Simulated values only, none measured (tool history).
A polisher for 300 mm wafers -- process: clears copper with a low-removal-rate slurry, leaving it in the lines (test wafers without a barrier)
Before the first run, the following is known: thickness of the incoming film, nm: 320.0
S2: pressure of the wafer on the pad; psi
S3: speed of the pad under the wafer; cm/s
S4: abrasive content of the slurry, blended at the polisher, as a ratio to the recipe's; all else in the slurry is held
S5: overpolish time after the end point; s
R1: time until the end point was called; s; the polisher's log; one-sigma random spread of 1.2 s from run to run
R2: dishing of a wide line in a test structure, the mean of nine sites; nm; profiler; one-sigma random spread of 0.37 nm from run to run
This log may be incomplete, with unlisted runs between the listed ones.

{"run": 1, "hour": 0.0, "flow of slurry (ml/min)": 180, "S2": 3.7, "S3": 86, "S4": 1, "S5": 11, "R1": 87.958, "R2": 29.731}
{"run": 2, "hour": 7.1, "flow of slurry (ml/min)": 180, "S2": 3.7, "S3": 86, "S4": 1, "S5": 14, "R1": 91.183, "R2": 36.246}
{"run": 3, "hour": 13.0, "flow of slurry (ml/min)": 180, "S2": 3.7, "S3": 86, "S4": 1, "S5": 17, "R1": 88.396, "R2": 42.937}
{"run": 4, "hour": 20.8, "flow of slurry (ml/min)": 180, "S2": 3.9, "S3": 88, "S4": 1, "S5": 12, "R1": 81.941, "R2": 33.462}
{"run": 5, "hour": 27.6, "flow of slurry (ml/min)": 140, "S2": 3.9, "S3": 88, "S4": 1, "S5": 12, "R1": 85.443, "R2": 32.838}
{"run": 6, "hour": 29.6, "flow of slurry (ml/min)": 145, "S2": 4.1, "S3": 88, "S4": 1, "S5": 9, "R1": 82.731, "R2": 25.812}
{"run": 7, "hour": 34.7, "flow of slurry (ml/min)": 155, "S2": 4.4, "S3": 88, "S4": 1, "S5": 8, "R1": 76.219, "R2": 25.224}
{"run": 8, "hour": 38.0, "flow of slurry (ml/min)": 160, "S2": 4.6, "S3": 88, "S4": 1, "S5": 7, "R1": 71.94, "R2": 23.271}

What does the tool deliver on the next run?
{"run": 9, "hour": 42.2, "flow of slurry (ml/min)": 160, "S2": 4.7, "S3": 88, "S4": 1, "S5": 7, "R1": "?", "R2": "?"}

R1: 73.343 s
R2: 24.087 nm
